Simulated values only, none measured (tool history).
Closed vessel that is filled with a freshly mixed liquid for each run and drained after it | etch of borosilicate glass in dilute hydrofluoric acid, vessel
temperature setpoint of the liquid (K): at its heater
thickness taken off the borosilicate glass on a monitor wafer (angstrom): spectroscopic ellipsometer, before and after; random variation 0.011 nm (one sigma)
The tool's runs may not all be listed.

run  hour  temperature setpoint of the liquid (K)  parts of water to one part of 49 % hydrofluoric acid (parts by volume)  time in the liquid (s)  thickness taken off the borosilicate glass on a monitor wafer (angstrom)
  1   0.0                                  295.15                                                                     300                      30                                                                    28.940
  2   3.3                                  295.15                                                                     200                      30                                                                    48.518
  3   8.8                                  293.65                                                                     270                      30                                                                    31.020
  4  15.6                                  293.65                                                                     270                      30                                                                    31.613
  5  24.3                                  293.65                                                                     270                      30                                                                    31.354
  6  32.7                                  291.15                                                                     270                      30                                                                    29.120
  7  39.6                                  290.65                                                                     315                      30                                                                    23.564
  8  41.0                                  290.65                                                                     350                      30                                                                    20.487

Forecast run 9:
  9  42.6                                  290.65                                                                     375                      30                                                                         ?

thickness taken off the borosilicate glass on a monitor wafer (angstrom): 18.820
